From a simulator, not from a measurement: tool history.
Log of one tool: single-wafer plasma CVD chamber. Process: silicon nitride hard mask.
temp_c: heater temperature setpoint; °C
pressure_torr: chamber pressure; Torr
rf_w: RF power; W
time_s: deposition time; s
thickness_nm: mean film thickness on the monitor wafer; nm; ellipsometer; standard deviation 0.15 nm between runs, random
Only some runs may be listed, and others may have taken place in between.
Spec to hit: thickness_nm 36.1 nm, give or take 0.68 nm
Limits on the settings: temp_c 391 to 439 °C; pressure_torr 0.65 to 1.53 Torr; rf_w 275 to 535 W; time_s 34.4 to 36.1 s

Run 1, day 0: temp_c 415 °C, pressure_torr 1.09 Torr, rf_w 405 W, time_s 36.1 s. Result: thickness_nm 44.987 nm.
Run 2, day 0.158: temp_c 415 °C, pressure_torr 1.04 Torr, rf_w 395 W, time_s 36 s. Result: thickness_nm 43.143 nm.
Run 3, day 0.238: temp_c 415 °C, pressure_torr 1.04 Torr, rf_w 365 W, time_s 36 s. Result: thickness_nm 41.154 nm.
Run 4, day 0.483: temp_c 415 °C, pressure_torr 1.21 Torr, rf_w 365 W, time_s 36 s. Result: thickness_nm 43.635 nm.
Run 5, day 0.821: temp_c 415 °C, pressure_torr 1.21 Torr, rf_w 390 W, time_s 36 s. Result: thickness_nm 45.508 nm.
Run 6, day 1.067: temp_c 415 °C, pressure_torr 1.15 Torr, rf_w 385 W, time_s 36 s. Result: thickness_nm 44.304 nm.
Run 7, day 1.3: temp_c 415 °C, pressure_torr 1.09 Torr, rf_w 380 W, time_s 36 s. Result: thickness_nm 43.208 nm.
Run 8, day 1.392: temp_c 415 °C, pressure_torr 1.04 Torr, rf_w 375 W, time_s 36 s. Result: thickness_nm 41.491 nm.
Run 9, day 1.475: temp_c 415 °C, pressure_torr 1 Torr, rf_w 375 W, time_s 36 s. Result: thickness_nm 40.863 nm.
Run 10, day 1.683: temp_c 415 °C, pressure_torr 1 Torr, rf_w 375 W, time_s 36 s. Result: thickness_nm 40.873 nm.
Run 11, day 2.012: temp_c 415 °C, pressure_torr 1 Torr, rf_w 375 W, time_s 36 s. Result: thickness_nm 41.091 nm.
Run 12, day 2.054: temp_c 415 °C, pressure_torr 0.96 Torr, rf_w 375 W, time_s 36 s. Result: thickness_nm 40.223 nm.
Run 13, day 2.2: temp_c 415 °C, pressure_torr 0.93 Torr, rf_w 375 W, time_s 36 s. Result: thickness_nm 39.883 nm.
Run 14, day 2.571: temp_c 415 °C, pressure_torr 0.9 Torr, rf_w 375 W, time_s 36 s. Result: thickness_nm 38.876 nm.
Run 15, day 2.908: temp_c 415 °C, pressure_torr 0.88 Torr, rf_w 375 W, time_s 36 s. Result: thickness_nm 38.473 nm.
Run 16, day 3.117: temp_c 415 °C, pressure_torr 0.86 Torr, rf_w 375 W, time_s 36 s. Result: thickness_nm 38.065 nm.
Run 17, day 3.229: temp_c 415 °C, pressure_torr 0.85 Torr, rf_w 375 W, time_s 36 s. Result: thickness_nm 37.817 nm.
Run 18, day 3.308: temp_c 415 °C, pressure_torr 0.84 Torr, rf_w 375 W, time_s 36 s. Result: thickness_nm 37.449 nm.
Run 19, day 3.446: temp_c 415 °C, pressure_torr 0.83 Torr, rf_w 375 W, time_s 36 s. Result: thickness_nm 37.422 nm.
Run 20, day 3.771: temp_c 415 °C, pressure_torr 0.82 Torr, rf_w 375 W, time_s 36 s. Result: thickness_nm 37.378 nm.
Run 21, day 3.875: temp_c 415 °C, pressure_torr 0.81 Torr, rf_w 375 W, time_s 36 s. Result: thickness_nm 36.805 nm.

5 candidate next runs follow, results not yet known. Just one meets every target within its allowed miss. Identify it.
Run A, day 3.979: temp_c 407 °C, pressure_torr 0.92 Torr, rf_w 375 W, time_s 34.6 s. Result: thickness_nm ?.
Run B, day 3.979: temp_c 409 °C, pressure_torr 0.87 Torr, rf_w 370 W, time_s 34.4 s. Result: thickness_nm ?.
Run C, day 3.979: temp_c 419 °C, pressure_torr 0.85 Torr, rf_w 365 W, time_s 36.1 s. Result: thickness_nm ?.
Run D, day 3.979: temp_c 414 °C, pressure_torr 0.74 Torr, rf_w 405 W, time_s 34.4 s. Result: thickness_nm ?.
Run E, day 3.979: temp_c 419 °C, pressure_torr 0.83 Torr, rf_w 380 W, time_s 36.1 s. Result: thickness_nm ?.

move  thickness_nm
   A        37.979
   B        36.332
   C        37.142
   D        34.901
   E        37.672
A: its largest miss is bigger than the last run's
B: each result inside its tolerance
C: its largest miss is bigger than the last run's
D: takes the biggest miss from the last run beyond its target
E: its largest miss is bigger than the last run's
Move B is the one to make.
